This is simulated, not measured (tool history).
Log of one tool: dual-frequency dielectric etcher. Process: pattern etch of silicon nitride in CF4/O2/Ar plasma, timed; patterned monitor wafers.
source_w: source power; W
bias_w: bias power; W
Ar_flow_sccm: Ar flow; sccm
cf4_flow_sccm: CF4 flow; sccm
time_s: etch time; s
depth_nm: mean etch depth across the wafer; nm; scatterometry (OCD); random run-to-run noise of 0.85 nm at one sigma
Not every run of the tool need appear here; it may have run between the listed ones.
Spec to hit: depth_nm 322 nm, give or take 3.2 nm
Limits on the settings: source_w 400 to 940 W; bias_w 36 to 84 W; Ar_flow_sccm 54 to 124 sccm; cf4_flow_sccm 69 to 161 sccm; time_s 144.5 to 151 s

{"run": 1, "hour": 0.0, "source_w": 670, "bias_w": 60, "Ar_flow_sccm": 89, "cf4_flow_sccm": 115, "time_s": 144.5, "depth_nm": 386.81}
{"run": 2, "hour": 2.3, "source_w": 670, "bias_w": 60, "Ar_flow_sccm": 89, "cf4_flow_sccm": 127, "time_s": 144.5, "depth_nm": 390.29}
{"run": 3, "hour": 11.1, "source_w": 650, "bias_w": 60, "Ar_flow_sccm": 89, "cf4_flow_sccm": 127, "time_s": 144.5, "depth_nm": 377.37}
{"run": 4, "hour": 17.2, "source_w": 650, "bias_w": 60, "Ar_flow_sccm": 89, "cf4_flow_sccm": 127, "time_s": 151, "depth_nm": 394.09}
{"run": 5, "hour": 18.6, "source_w": 650, "bias_w": 64, "Ar_flow_sccm": 89, "cf4_flow_sccm": 127, "time_s": 151, "depth_nm": 401.44}
{"run": 6, "hour": 23.6, "source_w": 650, "bias_w": 56, "Ar_flow_sccm": 89, "cf4_flow_sccm": 127, "time_s": 151, "depth_nm": 388.17}
{"run": 7, "hour": 24.4, "source_w": 630, "bias_w": 56, "Ar_flow_sccm": 89, "cf4_flow_sccm": 127, "time_s": 151, "depth_nm": 378.48}
{"run": 8, "hour": 26.8, "source_w": 610, "bias_w": 56, "Ar_flow_sccm": 89, "cf4_flow_sccm": 127, "time_s": 151, "depth_nm": 363.97}
{"run": 9, "hour": 31.0, "source_w": 600, "bias_w": 56, "Ar_flow_sccm": 89, "cf4_flow_sccm": 127, "time_s": 151, "depth_nm": 358.23}
{"run": 10, "hour": 34.2, "source_w": 590, "bias_w": 56, "Ar_flow_sccm": 89, "cf4_flow_sccm": 127, "time_s": 151, "depth_nm": 351.05}
{"run": 11, "hour": 41.7, "source_w": 580, "bias_w": 56, "Ar_flow_sccm": 89, "cf4_flow_sccm": 127, "time_s": 151, "depth_nm": 344.91}
{"run": 12, "hour": 42.6, "source_w": 570, "bias_w": 56, "Ar_flow_sccm": 89, "cf4_flow_sccm": 127, "time_s": 151, "depth_nm": 336.72}
{"run": 13, "hour": 47.1, "source_w": 530, "bias_w": 56, "Ar_flow_sccm": 89, "cf4_flow_sccm": 127, "time_s": 151, "depth_nm": 312.87}

5 next moves are on the table. One of them brings every result within its allowed miss. Which?
{"run": "A", "hour": 51.6, "source_w": 550, "bias_w": 59, "Ar_flow_sccm": 92, "cf4_flow_sccm": 130, "time_s": 150, "depth_nm": "?"}
{"run": "B", "hour": 51.6, "source_w": 550, "bias_w": 47, "Ar_flow_sccm": 72, "cf4_flow_sccm": 137, "time_s": 151, "depth_nm": "?"}
{"run": "C", "hour": 51.6, "source_w": 540, "bias_w": 53, "Ar_flow_sccm": 86, "cf4_flow_sccm": 142, "time_s": 144.5, "depth_nm": "?"}
{"run": "D", "hour": 51.6, "source_w": 520, "bias_w": 61, "Ar_flow_sccm": 92, "cf4_flow_sccm": 116, "time_s": 145.5, "depth_nm": "?"}
{"run": "E", "hour": 51.6, "source_w": 500, "bias_w": 54, "Ar_flow_sccm": 75, "cf4_flow_sccm": 129, "time_s": 151, "depth_nm": "?"}

move=A depth_nm=327.82
move=B depth_nm=323.55
move=C depth_nm=307.09
move=D depth_nm=298.02
move=E depth_nm=296.62
A: moves the result that the last run missed by most past its target, out the other side
B: every result lands within tolerance
C: the biggest miss grows against the last run
D: the biggest miss grows against the last run
E: the biggest miss grows against the last run
Go with B: it meets all targets.
